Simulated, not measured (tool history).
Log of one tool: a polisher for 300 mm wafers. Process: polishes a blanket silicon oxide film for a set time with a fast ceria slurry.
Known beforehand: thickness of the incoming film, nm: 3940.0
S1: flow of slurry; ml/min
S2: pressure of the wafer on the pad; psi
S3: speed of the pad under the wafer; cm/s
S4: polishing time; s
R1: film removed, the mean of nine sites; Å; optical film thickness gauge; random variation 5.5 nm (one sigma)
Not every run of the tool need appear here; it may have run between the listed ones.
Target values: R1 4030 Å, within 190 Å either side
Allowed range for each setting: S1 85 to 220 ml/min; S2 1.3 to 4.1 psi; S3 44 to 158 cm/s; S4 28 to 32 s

run	hour	S1	S2	S3	S4	R1
1	0	140	2.7	100	32	4431.3
2	4.3	140	2.7	126	32	5685
3	7.9	140	2.5	126	32	5346.8
4	10.3	140	2.8	126	32	5716.8
5	13.4	115	2.8	126	32	5606.8
6	15.9	115	2.5	126	32	5153.8
7	24.1	115	2.3	126	32	4831.4
8	30.3	115	2.2	126	32	4608.1
9	31	115	2.2	126	32	4697
10	35.9	115	2.1	126	32	4464.1
11	44.1	115	2	126	32	4426.9

Exercise: of the 4 proposed moves below, exactly one satisfies all targets within the stated allowed misses. Which move is it?
A	52.3	100	2	132	32	?
B	52.3	100	2.3	122	32	?
C	52.3	125	2	116	31	?
D	52.3	95	1.6	158	32	?

move	R1
A	4320.5
B	4422.4
C	3855.1
D	4379.4
A: nearer the targets than the last run, but a result is still out of spec
B: just as far off the targets as the last run
C: all results in spec
D: nearer the targets than the last run, but a result is still out of spec
Answer: C

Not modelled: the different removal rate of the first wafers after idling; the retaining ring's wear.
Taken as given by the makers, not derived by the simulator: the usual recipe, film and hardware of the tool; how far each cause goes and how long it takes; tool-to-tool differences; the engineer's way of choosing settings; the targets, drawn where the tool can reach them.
